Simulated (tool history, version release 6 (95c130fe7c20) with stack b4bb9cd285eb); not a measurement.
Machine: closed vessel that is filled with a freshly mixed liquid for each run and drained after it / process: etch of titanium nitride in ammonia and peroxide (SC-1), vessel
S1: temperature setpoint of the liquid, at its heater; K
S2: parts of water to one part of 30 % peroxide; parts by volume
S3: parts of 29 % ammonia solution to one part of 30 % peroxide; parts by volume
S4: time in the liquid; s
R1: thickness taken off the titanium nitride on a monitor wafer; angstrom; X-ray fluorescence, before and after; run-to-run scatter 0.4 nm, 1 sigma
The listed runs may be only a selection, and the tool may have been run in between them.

run	hour	S1	S2	S3	S4	R1
1	0.0	323.15	9.5	0.65	690	284.09
2	9.7	319.65	9.5	0.65	690	224.54
3	18.9	325.15	9.5	0.65	690	328.01
4	25.1	325.15	6.0	0.65	690	420.14
5	34.3	325.15	5.0	0.65	690	447.92
6	36.2	327.15	5.0	0.65	690	517.95
7	42.7	328.15	5.0	0.65	690	547.22
8	51.7	329.15	5.0	0.65	690	592.30
9	60.5	329.65	5.0	0.65	690	615.32

Forecast run 10:
10	65.6	330.15	5.0	0.65	690	?

{"run 10": {"R1": 639.61}}
